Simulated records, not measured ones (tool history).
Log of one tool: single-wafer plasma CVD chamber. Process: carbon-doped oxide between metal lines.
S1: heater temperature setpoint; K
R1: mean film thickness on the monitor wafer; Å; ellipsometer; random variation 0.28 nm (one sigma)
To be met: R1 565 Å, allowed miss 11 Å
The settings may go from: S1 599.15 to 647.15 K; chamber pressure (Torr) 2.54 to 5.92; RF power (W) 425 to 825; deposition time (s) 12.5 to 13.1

run 1 hour=0 | S1=623.15 chamber_pressure_(Torr)=4.23 RF_power_(W)=625 deposition_time_(s)=13.1 | R1=741.92
run 2 hour=0.8 | S1=624.15 chamber_pressure_(Torr)=4.09 RF_power_(W)=595 deposition_time_(s)=13 | R1=708.58
run 3 hour=7.4 | S1=624.15 chamber_pressure_(Torr)=4.09 RF_power_(W)=525 deposition_time_(s)=13 | R1=642.15
run 4 hour=9.8 | S1=625.15 chamber_pressure_(Torr)=3.96 RF_power_(W)=515 deposition_time_(s)=13 | R1=624.6
run 5 hour=16.6 | S1=627.15 chamber_pressure_(Torr)=3.84 RF_power_(W)=510 deposition_time_(s)=13 | R1=614.79
run 6 hour=23.1 | S1=627.15 chamber_pressure_(Torr)=4.11 RF_power_(W)=510 deposition_time_(s)=13 | R1=615.07
run 7 hour=26.7 | S1=629.15 chamber_pressure_(Torr)=4.09 RF_power_(W)=510 deposition_time_(s)=13 | R1=613.14
run 8 hour=33.1 | S1=635.15 chamber_pressure_(Torr)=3.3 RF_power_(W)=455 deposition_time_(s)=12.9 | R1=520.09
run 9 hour=37.1 | S1=633.15 chamber_pressure_(Torr)=3.33 RF_power_(W)=455 deposition_time_(s)=12.9 | R1=520.49
run 10 hour=42.6 | S1=626.15 chamber_pressure_(Torr)=4.18 RF_power_(W)=510 deposition_time_(s)=13 | R1=620.82
run 11 hour=49.4 | S1=628.15 chamber_pressure_(Torr)=4.13 RF_power_(W)=510 deposition_time_(s)=13 | R1=623.44
run 12 hour=58.2 | S1=629.15 chamber_pressure_(Torr)=4.04 RF_power_(W)=510 deposition_time_(s)=13 | R1=610.1

Which of these 5 next moves meets every target?
run A hour=67 | S1=622.15 chamber_pressure_(Torr)=3.42 RF_power_(W)=580 deposition_time_(s)=13.1 | R1=?
run B hour=67 | S1=623.15 chamber_pressure_(Torr)=4.89 RF_power_(W)=545 deposition_time_(s)=13.1 | R1=?
run C hour=67 | S1=625.15 chamber_pressure_(Torr)=4.43 RF_power_(W)=480 deposition_time_(s)=12.5 | R1=?
run D hour=67 | S1=621.15 chamber_pressure_(Torr)=4.41 RF_power_(W)=490 deposition_time_(s)=12.7 | R1=?
run E hour=67 | S1=634.15 chamber_pressure_(Torr)=4.11 RF_power_(W)=525 deposition_time_(s)=12.5 | R1=?

move=A R1=691.48
move=B R1=686.75
move=C R1=570.54
move=D R1=598.35
move=E R1=601.93
A: further off than the last run
B: further off than the last run
C: meets every target
D: nearer than the last run, and not there yet
E: nearer than the last run, and not there yet
The right move is C.
